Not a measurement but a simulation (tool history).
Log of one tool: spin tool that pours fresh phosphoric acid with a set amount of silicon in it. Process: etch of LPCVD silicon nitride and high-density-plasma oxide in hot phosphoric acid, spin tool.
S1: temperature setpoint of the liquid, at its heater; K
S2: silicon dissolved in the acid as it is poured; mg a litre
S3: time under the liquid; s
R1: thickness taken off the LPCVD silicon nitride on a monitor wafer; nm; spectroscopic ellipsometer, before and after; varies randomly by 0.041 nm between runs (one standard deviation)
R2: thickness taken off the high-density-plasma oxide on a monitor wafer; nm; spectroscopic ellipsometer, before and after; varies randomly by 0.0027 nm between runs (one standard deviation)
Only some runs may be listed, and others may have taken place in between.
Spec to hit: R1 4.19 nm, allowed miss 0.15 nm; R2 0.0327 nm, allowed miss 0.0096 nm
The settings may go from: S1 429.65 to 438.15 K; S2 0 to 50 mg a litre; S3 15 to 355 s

run	hour	S1	S2	S3	R1	R2
1	0	433.15	28	180	16.951	0.30889
2	7.6	432.65	32.5	150	13.894	0.18594
3	14.6	432.65	47	150	13.955	0.098785
4	20	432.15	46.5	125	11.384	0.091753
5	28.7	431.65	47	105	9.441	0.061051
6	32.5	430.15	47	105	8.9381	0.059406
7	39.1	430.15	47	90	7.6628	0.052664
8	41	430.15	46	75	6.2702	0.043692
9	46.8	430.15	46	75	6.4797	0.037013
10	52.7	430.15	43	65	5.5301	0.039187
11	53.9	430.15	42	60	5.1071	0.033987
12	60.8	430.15	41	60	5.1265	0.04523
13	61.4	430.15	41.5	55	4.6981	0.04251
14	68.3	430.15	42	55	4.6758	0.040948
15	77.2	430.15	42	55	4.6615	0.04318
16	77.8	430.15	42.5	55	4.6267	0.034712

Of the 5 settings listed for the next run, only one would bring every result within its allowed miss of target. Which one?
A	78.4	429.65	41.5	65	?	?
B	78.4	429.65	40	60	?	?
C	78.4	429.65	42	50	?	?
D	78.4	432.15	42	50	?	?
E	78.4	430.15	50	55	?	?

move	R1	R2
A	5.3689	0.043591
B	4.9559	0.044709
C	4.1299	0.03229
D	4.4956	0.038937
E	4.6211	0.029646
A: the biggest miss grows against the last run
B: the biggest miss grows against the last run
C: every result within its allowed miss
D: nearer than the last run, and not there yet
E: no better and no worse than the last run
The move that meets every target is C.

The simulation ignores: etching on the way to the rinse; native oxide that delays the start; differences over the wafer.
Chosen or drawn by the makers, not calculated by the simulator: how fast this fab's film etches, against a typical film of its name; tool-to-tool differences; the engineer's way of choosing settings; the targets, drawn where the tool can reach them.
